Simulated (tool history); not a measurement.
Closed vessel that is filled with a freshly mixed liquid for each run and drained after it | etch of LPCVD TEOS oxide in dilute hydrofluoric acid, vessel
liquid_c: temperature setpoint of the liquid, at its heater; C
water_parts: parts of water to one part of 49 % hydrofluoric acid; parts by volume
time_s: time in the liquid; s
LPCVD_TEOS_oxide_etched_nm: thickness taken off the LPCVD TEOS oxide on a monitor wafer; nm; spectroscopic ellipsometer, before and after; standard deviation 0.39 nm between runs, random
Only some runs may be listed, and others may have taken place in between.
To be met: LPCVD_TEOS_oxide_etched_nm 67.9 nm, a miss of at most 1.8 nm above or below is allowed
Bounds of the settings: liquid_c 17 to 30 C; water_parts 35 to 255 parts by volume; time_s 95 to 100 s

| run | hour | liquid_c | water_parts | time_s | LPCVD_TEOS_oxide_etched_nm |
|---|---|---|---|---|---|
| 1 | 0 | 22 | 145 | 95 | 22.345 |
| 2 | 5.4 | 19 | 145 | 95 | 19.688 |
| 3 | 9.4 | 19 | 145 | 100 | 20.758 |
| 4 | 11.4 | 22.5 | 145 | 100 | 23.906 |
| 5 | 15 | 25 | 110 | 100 | 35.785 |
| 6 | 19.6 | 26.5 | 90 | 100 | 48.117 |
| 7 | 27.5 | 27.5 | 85 | 100 | 53.027 |
| 8 | 28.2 | 30 | 65 | 100 | 78.02 |
|  | 33 | hydrofluoric acid flow meter replaced |
| 9 | 33 | 29.5 | 65 | 100 | 70.958 |

Below are 5 possible settings for the next run. Only one of them brings all results inside the allowed miss of their targets. Which is it?
| A | 37.8 | 29 | 60 | 95 | ? |
| B | 37.8 | 25.5 | 55 | 100 | ? |
| C | 37.8 | 28.5 | 65 | 100 | ? |
| D | 37.8 | 30 | 65 | 100 | ? |
| E | 37.8 | 27.5 | 60 | 100 | ? |

| move | LPCVD_TEOS_oxide_etched_nm |
|---|---|
| A | 73.647 |
| B | 74.087 |
| C | 69.661 |
| D | 73.85 |
| E | 73.071 |
A: misses by more than the last run did
B: misses by more than the last run did
C: hits every target within its allowed miss
D: misses by more than the last run did
E: misses by more than the last run did
C meets every target.
